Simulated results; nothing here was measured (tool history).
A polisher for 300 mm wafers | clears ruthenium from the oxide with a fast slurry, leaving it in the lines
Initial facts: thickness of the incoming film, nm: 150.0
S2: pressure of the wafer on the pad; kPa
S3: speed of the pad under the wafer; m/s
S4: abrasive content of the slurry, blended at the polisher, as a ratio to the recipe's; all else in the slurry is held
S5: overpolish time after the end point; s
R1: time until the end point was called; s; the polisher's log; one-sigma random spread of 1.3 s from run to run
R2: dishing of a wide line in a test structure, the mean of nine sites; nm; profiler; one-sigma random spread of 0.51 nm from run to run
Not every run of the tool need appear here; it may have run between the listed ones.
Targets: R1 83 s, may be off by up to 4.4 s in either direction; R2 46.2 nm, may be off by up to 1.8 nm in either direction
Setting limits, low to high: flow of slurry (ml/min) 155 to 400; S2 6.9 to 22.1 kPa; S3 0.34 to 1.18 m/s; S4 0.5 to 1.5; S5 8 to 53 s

{"run": 1, "day": 0.0, "flow of slurry (ml/min)": 255, "S2": 14.5, "S3": 0.76, "S4": 1, "S5": 27, "R1": 62.431, "R2": 39.297}
{"run": 2, "day": 0.342, "flow of slurry (ml/min)": 255, "S2": 16.5, "S3": 0.76, "S4": 1, "S5": 27, "R1": 54.912, "R2": 43.164}
{"run": 3, "day": 0.408, "flow of slurry (ml/min)": 255, "S2": 15.9, "S3": 0.76, "S4": 1, "S5": 29, "R1": 57.291, "R2": 43.825}
{"run": 4, "day": 0.662, "flow of slurry (ml/min)": 255, "S2": 15.9, "S3": 0.66, "S4": 1, "S5": 29, "R1": 64.77, "R2": 40.661}
{"run": 5, "day": 0.896, "flow of slurry (ml/min)": 255, "S2": 17.2, "S3": 0.66, "S4": 1, "S5": 29, "R1": 62.377, "R2": 42.311}
{"run": 6, "day": 1.012, "flow of slurry (ml/min)": 255, "S2": 17.2, "S3": 0.66, "S4": 1.1, "S5": 29, "R1": 58.642, "R2": 44.819}
{"run": 7, "day": 1.2, "flow of slurry (ml/min)": 255, "S2": 16.5, "S3": 0.66, "S4": 1.1, "S5": 30, "R1": 61.652, "R2": 43.872}
{"run": 8, "day": 1.467, "flow of slurry (ml/min)": 255, "S2": 15.9, "S3": 0.66, "S4": 1.1, "S5": 31, "R1": 63.54, "R2": 43.703}
{"run": 9, "day": 1.575, "flow of slurry (ml/min)": 255, "S2": 15.2, "S3": 0.66, "S4": 1.1, "S5": 32, "R1": 66.601, "R2": 43.311}
{"run": 10, "day": 1.717, "flow of slurry (ml/min)": 255, "S2": 14.5, "S3": 0.66, "S4": 1.1, "S5": 33, "R1": 68.788, "R2": 42.977}
{"run": 11, "day": 1.996, "flow of slurry (ml/min)": 255, "S2": 13.8, "S3": 0.66, "S4": 1.1, "S5": 34, "R1": 70.665, "R2": 43.45}
{"run": 12, "day": 2.292, "flow of slurry (ml/min)": 255, "S2": 13.1, "S3": 0.66, "S4": 1.1, "S5": 35, "R1": 72.564, "R2": 42.331}

Exactly one of the 5 candidate moves below puts every result within its allowed miss. Which one?
{"run": "A", "day": 2.588, "flow of slurry (ml/min)": 235, "S2": 14.5, "S3": 0.8, "S4": 1.05, "S5": 33, "R1": "?", "R2": "?"}
{"run": "B", "day": 2.588, "flow of slurry (ml/min)": 160, "S2": 8.3, "S3": 0.82, "S4": 1.45, "S5": 30, "R1": "?", "R2": "?"}
{"run": "C", "day": 2.588, "flow of slurry (ml/min)": 335, "S2": 15.9, "S3": 0.44, "S4": 1.15, "S5": 33, "R1": "?", "R2": "?"}
{"run": "D", "day": 2.588, "flow of slurry (ml/min)": 240, "S2": 12.4, "S3": 0.94, "S4": 1.1, "S5": 32, "R1": "?", "R2": "?"}
{"run": "E", "day": 2.588, "flow of slurry (ml/min)": 260, "S2": 12.4, "S3": 0.62, "S4": 1.05, "S5": 45, "R1": "?", "R2": "?"}

move=A R1=57.2 R2=47.891
move=B R1=79.745 R2=35.651
move=C R1=85.559 R2=36.317
move=D R1=54.869 R2=48.218
move=E R1=81.984 R2=46.394
A: moves away from the targets compared with the last run
B: the furthest-off result lands on target, but another misses its tolerance
C: the furthest-off result lands on target, but another misses its tolerance
D: moves away from the targets compared with the last run
E: every result within its allowed miss
Correct choice: E, which meets every target

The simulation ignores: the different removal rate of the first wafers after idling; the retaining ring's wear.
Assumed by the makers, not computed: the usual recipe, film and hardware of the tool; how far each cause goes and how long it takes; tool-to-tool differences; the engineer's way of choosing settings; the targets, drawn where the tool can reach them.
